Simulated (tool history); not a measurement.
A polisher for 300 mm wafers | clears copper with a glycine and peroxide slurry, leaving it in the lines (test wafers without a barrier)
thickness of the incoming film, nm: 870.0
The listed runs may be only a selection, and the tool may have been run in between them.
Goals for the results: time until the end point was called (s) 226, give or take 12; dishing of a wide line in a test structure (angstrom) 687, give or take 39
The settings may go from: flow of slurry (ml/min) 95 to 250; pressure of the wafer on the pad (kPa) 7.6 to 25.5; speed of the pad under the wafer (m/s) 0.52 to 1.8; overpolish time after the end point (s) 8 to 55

run  hour  flow of slurry (ml/min)  pressure of the wafer on the pad (kPa)  speed of the pad under the wafer (m/s)  overpolish time after the end point (s)  time until the end point was called (s)  dishing of a wide line in a test structure (angstrom)
  1     0                      160                                    16.5                                    1.16                                       28                                   144.63                                                 833.32
  2     5                      195                                    16.5                                    1.16                                       28                                   132.12                                                 838.77
  3    14                      180                                    14.5                                    1.14                                       29                                   150.42                                                 797.53
  4  19.3                      155                                    14.5                                    1.14                                       29                                   155.78                                                 786.77
  5  27.8                      150                                    12.4                                     1.1                                       31                                   174.35                                                 754.53
  6  30.8                      115                                    12.4                                     1.1                                       31                                   179.06                                                 729.83
  7  32.7                      115                                      11                                    1.08                                       33                                   197.16                                                 720.41
  8  35.9                      115                                    10.3                                    1.08                                       34                                   202.53                                                 731.78
  9    40                      115                                     9.7                                    1.08                                       34                                   207.93                                                 711.34

Pick the move, out of 4, that brings all results within their allowed miss; only one does.
  A  44.1                      105                                    10.3                                    1.16                                       25                                        ?                                                      ?
  B  44.1                      100                                     8.3                                    1.08                                       29                                        ?                                                      ?
  C  44.1                      145                                    10.3                                    0.86                                       34                                        ?                                                      ?
  D  44.1                      120                                      11                                    1.12                                       30                                        ?                                                      ?

move  time until the end point was called (s)  dishing of a wide line in a test structure (angstrom)
   A                                   193.72                                                 604.38
   B                                   226.59                                                 597.82
   C                                   221.69                                                 695.79
   D                                   187.44                                                 708.55
A: its largest miss is bigger than the last run's
B: corrects the largest miss of the last run, while another result sits out of spec
C: all results in spec
D: its largest miss is bigger than the last run's
C is the move that brings every result within its allowed miss.
